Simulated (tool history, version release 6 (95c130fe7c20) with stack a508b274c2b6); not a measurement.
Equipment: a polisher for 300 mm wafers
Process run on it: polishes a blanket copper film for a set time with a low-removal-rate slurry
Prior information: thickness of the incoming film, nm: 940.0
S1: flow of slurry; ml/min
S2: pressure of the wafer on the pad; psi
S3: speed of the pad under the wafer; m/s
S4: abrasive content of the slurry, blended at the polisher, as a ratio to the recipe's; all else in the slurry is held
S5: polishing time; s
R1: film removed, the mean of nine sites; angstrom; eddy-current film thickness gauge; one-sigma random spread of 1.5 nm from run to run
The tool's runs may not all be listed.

| run | day | S1 | S2 | S3 | S4 | S5 | R1 |
|---|---|---|---|---|---|---|---|
| 1 | 0.000 | 265 | 3.2 | 1.40 | 1.0 | 71 | 2662.0 |
| 2 | 0.038 | 260 | 3.2 | 1.40 | 1.0 | 71 | 2649.0 |
| 3 | 0.250 | 260 | 3.2 | 1.14 | 1.0 | 71 | 2189.7 |
| 4 | 0.329 | 190 | 3.2 | 1.14 | 1.0 | 71 | 2076.8 |
| 5 | 0.512 | 205 | 3.2 | 1.14 | 1.0 | 71 | 2139.3 |
| 6 | 0.554 | 215 | 3.2 | 1.14 | 1.0 | 71 | 2132.2 |
| 7 | 0.717 | 215 | 3.2 | 1.14 | 1.0 | 71 | 2140.6 |

For run 8, what comes out?
| 8 | 1.025 | 225 | 3.2 | 1.14 | 1.0 | 71 | ? |

Logged for run 8: R1 2156.2 angstrom.
